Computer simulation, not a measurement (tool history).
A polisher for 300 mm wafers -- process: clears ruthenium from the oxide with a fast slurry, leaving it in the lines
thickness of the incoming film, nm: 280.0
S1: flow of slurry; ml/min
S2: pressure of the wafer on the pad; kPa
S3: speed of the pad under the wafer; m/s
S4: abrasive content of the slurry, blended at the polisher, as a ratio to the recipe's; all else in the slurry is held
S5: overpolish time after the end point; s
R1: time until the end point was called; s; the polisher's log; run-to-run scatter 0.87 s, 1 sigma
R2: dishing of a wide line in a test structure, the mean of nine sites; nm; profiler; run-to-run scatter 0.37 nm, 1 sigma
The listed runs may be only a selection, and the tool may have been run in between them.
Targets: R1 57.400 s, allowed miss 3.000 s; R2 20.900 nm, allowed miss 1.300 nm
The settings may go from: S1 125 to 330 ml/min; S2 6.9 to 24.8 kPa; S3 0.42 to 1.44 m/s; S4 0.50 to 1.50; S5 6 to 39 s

{"run": 1, "day": 0.0, "S1": 210, "S2": 15.9, "S3": 0.92, "S4": 1.0, "S5": 20, "R1": 82.377, "R2": 40.771}
{"run": 2, "day": 0.046, "S1": 210, "S2": 16.5, "S3": 0.92, "S4": 1.0, "S5": 16, "R1": 81.052, "R2": 36.061}
{"run": 3, "day": 0.096, "S1": 210, "S2": 15.9, "S3": 1.0, "S4": 1.0, "S5": 13, "R1": 79.558, "R2": 31.38}
{"run": 4, "day": 0.25, "S1": 210, "S2": 14.5, "S3": 1.14, "S4": 1.05, "S5": 11, "R1": 74.932, "R2": 27.418}
{"run": 5, "day": 0.412, "S1": 210, "S2": 14.5, "S3": 1.14, "S4": 0.85, "S5": 11, "R1": 81.82, "R2": 26.146}
{"run": 6, "day": 0.733, "S1": 210, "S2": 15.9, "S3": 1.14, "S4": 0.85, "S5": 11, "R1": 74.441, "R2": 28.176}
{"run": 7, "day": 1.088, "S1": 215, "S2": 15.2, "S3": 1.24, "S4": 0.85, "S5": 9, "R1": 73.494, "R2": 23.89}
{"run": 8, "day": 1.121, "S1": 240, "S2": 15.9, "S3": 1.3, "S4": 0.8, "S5": 8, "R1": 69.28, "R2": 23.557}
{"run": 9, "day": 1.242, "S1": 300, "S2": 20.0, "S3": 1.36, "S4": 0.55, "S5": 6, "R1": 61.172, "R2": 19.482}

Which one of the following 4 next-run settings gets every result inside its allowed miss? There is exactly one.
{"run": "A", "day": 1.362, "S1": 290, "S2": 22.8, "S3": 1.1, "S4": 0.5, "S5": 6, "R1": "?", "R2": "?"}
{"run": "B", "day": 1.362, "S1": 295, "S2": 18.6, "S3": 1.34, "S4": 0.55, "S5": 6, "R1": "?", "R2": "?"}
{"run": "C", "day": 1.362, "S1": 310, "S2": 22.1, "S3": 1.44, "S4": 0.65, "S5": 6, "R1": "?", "R2": "?"}
{"run": "D", "day": 1.362, "S1": 275, "S2": 21.4, "S3": 1.44, "S4": 0.5, "S5": 6, "R1": "?", "R2": "?"}

move=A R1=65.390 R2=18.904
move=B R1=65.339 R2=18.917
move=C R1=49.957 R2=24.050
move=D R1=56.463 R2=21.575
A: misses by more than the last run did
B: misses by more than the last run did
C: pushes the last run's worst result past its target
D: meets every target
D is the move that brings every result within its allowed miss.
